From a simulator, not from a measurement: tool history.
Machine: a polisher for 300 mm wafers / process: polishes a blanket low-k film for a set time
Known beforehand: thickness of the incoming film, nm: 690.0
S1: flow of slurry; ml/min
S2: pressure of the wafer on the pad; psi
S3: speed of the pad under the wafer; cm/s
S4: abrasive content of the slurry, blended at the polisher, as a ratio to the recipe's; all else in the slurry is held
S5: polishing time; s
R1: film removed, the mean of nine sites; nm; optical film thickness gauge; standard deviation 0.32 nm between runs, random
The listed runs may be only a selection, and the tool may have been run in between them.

run,hour,S1,S2,S3,S4,S5,R1
1,0.0,230,2.4,118,1.0,94,60.189
2,2.4,230,2.1,118,1.0,94,52.509
3,7.8,230,2.0,112,1.0,94,47.330
4,12.4,230,1.9,108,1.0,94,45.154
5,20.9,230,1.8,102,1.0,94,40.843
6,25.6,230,1.8,102,1.0,94,39.475
7,32.0,230,1.7,98,1.0,94,36.755
8,33.9,230,1.6,94,1.0,94,33.943
9,41.6,230,1.5,92,1.0,94,31.180
10,47.3,230,1.5,90,1.0,94,30.250

What does the tool deliver on the next run?
11,55.1,230,1.5,88,1.0,94,?

Run 11 yielded R1 30.613 nm.
